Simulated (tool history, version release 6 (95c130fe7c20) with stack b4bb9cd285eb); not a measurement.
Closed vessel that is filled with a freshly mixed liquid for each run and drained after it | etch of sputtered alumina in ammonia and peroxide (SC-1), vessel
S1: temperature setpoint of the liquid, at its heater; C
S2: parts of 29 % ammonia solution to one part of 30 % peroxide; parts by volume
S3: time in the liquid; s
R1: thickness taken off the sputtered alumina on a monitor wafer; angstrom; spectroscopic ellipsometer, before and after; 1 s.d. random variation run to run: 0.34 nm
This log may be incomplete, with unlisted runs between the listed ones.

run	hour	S1	S2	S3	R1
1	0	52	0.95	845	594.46
2	6.8	52	0.85	845	595.81
3	11.9	56.5	0.85	845	750.45
4	19.6	60.5	0.85	845	918.18
5	20.9	56	0.85	845	731.44
6	25.8	53	0.85	845	622.65
7	30.3	46	0.85	845	426.23

Estimate the outcome of run 8 from the log above:
8	36.9	46.5	0.85	845	?

R1: 436.5 angstrom
